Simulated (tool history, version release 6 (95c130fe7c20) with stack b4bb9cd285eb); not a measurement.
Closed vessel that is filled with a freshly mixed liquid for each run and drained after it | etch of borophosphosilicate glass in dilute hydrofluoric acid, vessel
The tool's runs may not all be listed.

run	hour	temperature setpoint of the liquid (K)	parts of water to one part of 49 % hydrofluoric acid (parts by volume)	time in the liquid (s)	thickness taken off the borophosphosilicate glass on a monitor wafer (Å)
1	0	295.15	40	95	1024
2	6.4	296.15	40	95	1078.3
3	7.2	297.65	40	95	1146.2
4	12.7	297.65	55	95	826.5
5	14.9	297.65	55	95	813.67
6	16.9	296.15	55	95	760.49
7	21.3	300.15	40	95	1273.8
8	24.9	300.65	40	95	1308.3
9	33.8	301.15	40	95	1326.5

Forecast run 10:
10	38.1	302.15	35	95	?

{"run 10": {"thickness taken off the borophosphosilicate glass on a monitor wafer (Å)": 1569.3}}

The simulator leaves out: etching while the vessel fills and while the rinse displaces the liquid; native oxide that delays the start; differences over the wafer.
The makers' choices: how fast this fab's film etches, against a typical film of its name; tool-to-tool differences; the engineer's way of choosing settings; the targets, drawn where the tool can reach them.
